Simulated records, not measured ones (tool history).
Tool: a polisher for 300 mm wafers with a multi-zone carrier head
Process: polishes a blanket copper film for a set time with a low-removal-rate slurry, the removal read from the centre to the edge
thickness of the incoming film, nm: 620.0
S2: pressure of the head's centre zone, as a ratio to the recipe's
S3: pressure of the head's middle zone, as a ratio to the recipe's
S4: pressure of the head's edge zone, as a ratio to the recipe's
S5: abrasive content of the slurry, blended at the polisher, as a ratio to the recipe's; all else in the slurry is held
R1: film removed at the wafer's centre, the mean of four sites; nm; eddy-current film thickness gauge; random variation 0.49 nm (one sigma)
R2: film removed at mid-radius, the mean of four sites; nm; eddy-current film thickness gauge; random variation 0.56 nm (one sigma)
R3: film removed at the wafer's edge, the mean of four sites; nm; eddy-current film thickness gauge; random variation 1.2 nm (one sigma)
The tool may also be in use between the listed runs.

Run 1, day 0.000: flow of slurry (ml/min) 130, S2 1.00, S3 1.00, S4 1.00, S5 1.00, polishing time (s) 67. Result: R1 116.880 nm, R2 117.180 nm, R3 119.380 nm.
Run 2, day 0.371: flow of slurry (ml/min) 125, S2 0.98, S3 0.97, S4 1.00, S5 0.90, polishing time (s) 66. Result: R1 109.570 nm, R2 110.450 nm, R3 116.420 nm.
Run 3, day 0.542: flow of slurry (ml/min) 125, S2 0.98, S3 0.97, S4 1.00, S5 0.80, polishing time (s) 66. Result: R1 107.170 nm, R2 108.750 nm, R3 113.360 nm.
Run 4, day 0.896: flow of slurry (ml/min) 125, S2 1.02, S3 0.97, S4 1.00, S5 0.80, polishing time (s) 66. Result: R1 113.050 nm, R2 108.620 nm, R3 111.930 nm.
Run 5, day 1.258: flow of slurry (ml/min) 100, S2 1.02, S3 0.97, S4 1.00, S5 0.80, polishing time (s) 66. Result: R1 104.290 nm, R2 102.980 nm, R3 106.650 nm.
Run 6, day 1.329: flow of slurry (ml/min) 100, S2 1.02, S3 0.97, S4 1.07, S5 0.80, polishing time (s) 66. Result: R1 105.430 nm, R2 102.750 nm, R3 112.270 nm.
Run 7, day 1.517: flow of slurry (ml/min) 100, S2 1.01, S3 0.95, S4 1.07, S5 0.75, polishing time (s) 64. Result: R1 99.241 nm, R2 95.774 nm, R3 107.790 nm.
Run 8, day 1.738: flow of slurry (ml/min) 100, S2 1.00, S3 0.93, S4 1.06, S5 0.70, polishing time (s) 63. Result: R1 95.994 nm, R2 92.305 nm, R3 105.370 nm.
Run 9, day 1.792: flow of slurry (ml/min) 100, S2 0.99, S3 0.91, S4 1.05, S5 0.65, polishing time (s) 62. Result: R1 91.861 nm, R2 88.375 nm, R3 99.311 nm.
Run 10, day 1.896: flow of slurry (ml/min) 100, S2 0.98, S3 0.90, S4 1.06, S5 0.65, polishing time (s) 62. Result: R1 91.042 nm, R2 88.040 nm, R3 98.034 nm.
Run 11, day 2.146: flow of slurry (ml/min) 100, S2 0.97, S3 0.89, S4 1.08, S5 0.65, polishing time (s) 62. Result: R1 90.727 nm, R2 87.772 nm, R3 101.770 nm.
Run 12, day 2.375: flow of slurry (ml/min) 95, S2 0.96, S3 0.88, S4 1.08, S5 0.65, polishing time (s) 61. Result: R1 86.367 nm, R2 83.965 nm, R3 97.396 nm.
Run 13, day 2.662: flow of slurry (ml/min) 95, S2 0.95, S3 0.87, S4 1.09, S5 0.65, polishing time (s) 61. Result: R1 84.684 nm, R2 82.475 nm, R3 98.643 nm.
Run 14, day 2.842: flow of slurry (ml/min) 95, S2 0.95, S3 0.86, S4 1.09, S5 0.65, polishing time (s) 61. Result: R1 85.379 nm, R2 82.233 nm, R3 99.218 nm.
Run 15, day 3.108: flow of slurry (ml/min) 95, S2 0.95, S3 0.85, S4 1.09, S5 0.65, polishing time (s) 61. Result: R1 85.416 nm, R2 81.381 nm, R3 97.229 nm.
Run 16, day 3.146: flow of slurry (ml/min) 95, S2 0.95, S3 0.84, S4 1.09, S5 0.65, polishing time (s) 61. Result: R1 85.548 nm, R2 81.041 nm, R3 98.861 nm.
Run 17, day 3.388: flow of slurry (ml/min) 80, S2 0.91, S3 0.81, S4 1.05, S5 0.50, polishing time (s) 59. Result: R1 70.694 nm, R2 68.138 nm, R3 87.641 nm.
Run 18, day 3.454: flow of slurry (ml/min) 85, S2 0.91, S3 0.81, S4 1.05, S5 0.50, polishing time (s) 59. Result: R1 72.013 nm, R2 70.062 nm, R3 88.059 nm.
Run 19, day 3.521: flow of slurry (ml/min) 90, S2 0.91, S3 0.81, S4 1.06, S5 0.50, polishing time (s) 59. Result: R1 74.069 nm, R2 71.765 nm, R3 91.133 nm.
Run 20, day 3.858: flow of slurry (ml/min) 90, S2 0.91, S3 0.81, S4 1.05, S5 0.50, polishing time (s) 59. Result: R1 74.164 nm, R2 70.821 nm, R3 91.580 nm.

The next listed run, before its measurement:
Run 21, day 4.046: flow of slurry (ml/min) 90, S2 0.91, S3 0.82, S4 1.04, S5 0.50, polishing time (s) 59. Result: R1 ?, R2 ?, R3 ?.

Run 21 gave R1 73.509 nm, R2 71.556 nm, R3 91.464 nm.

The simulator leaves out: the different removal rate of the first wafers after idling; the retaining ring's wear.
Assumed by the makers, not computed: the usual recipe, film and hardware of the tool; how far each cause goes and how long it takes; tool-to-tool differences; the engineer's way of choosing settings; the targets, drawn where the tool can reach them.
